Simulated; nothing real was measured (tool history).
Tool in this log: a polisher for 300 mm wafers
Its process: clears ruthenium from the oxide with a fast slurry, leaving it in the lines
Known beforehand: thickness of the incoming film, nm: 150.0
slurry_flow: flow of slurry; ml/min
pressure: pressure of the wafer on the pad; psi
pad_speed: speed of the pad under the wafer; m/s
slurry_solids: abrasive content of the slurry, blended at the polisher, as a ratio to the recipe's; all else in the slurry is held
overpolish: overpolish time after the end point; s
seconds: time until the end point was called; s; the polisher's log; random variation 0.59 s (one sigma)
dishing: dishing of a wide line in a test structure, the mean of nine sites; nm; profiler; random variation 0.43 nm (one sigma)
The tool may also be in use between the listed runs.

| run | hour | slurry_flow | pressure | pad_speed | slurry_solids | overpolish | seconds | dishing |
|---|---|---|---|---|---|---|---|---|
| 1 | 0 | 125 | 2.6 | 1 | 1 | 18 | 34.294 | 65.473 |
| 2 | 3.6 | 155 | 2.6 | 1 | 1 | 18 | 32.163 | 65.263 |
| 3 | 9.1 | 160 | 2.4 | 0.98 | 1 | 17 | 35.259 | 57.604 |
| 4 | 13.1 | 190 | 2.4 | 0.98 | 1 | 17 | 34.659 | 60.302 |
| 5 | 17 | 190 | 2.4 | 0.98 | 0.8 | 17 | 38.198 | 54.916 |
| 6 | 21.2 | 190 | 1.8 | 0.98 | 0.8 | 17 | 48.961 | 44.42 |
| 7 | 26.7 | 185 | 1.8 | 0.98 | 0.8 | 16 | 47.715 | 43.926 |
| 8 | 30.1 | 185 | 1.7 | 0.98 | 0.8 | 15 | 50.075 | 37.962 |

Predict the results of run 9:
| 9 | 35.2 | 185 | 1.7 | 0.98 | 0.8 | 14 | ? | ? |

{"run 9": {"seconds": 50.706, "dishing": 36.611}}

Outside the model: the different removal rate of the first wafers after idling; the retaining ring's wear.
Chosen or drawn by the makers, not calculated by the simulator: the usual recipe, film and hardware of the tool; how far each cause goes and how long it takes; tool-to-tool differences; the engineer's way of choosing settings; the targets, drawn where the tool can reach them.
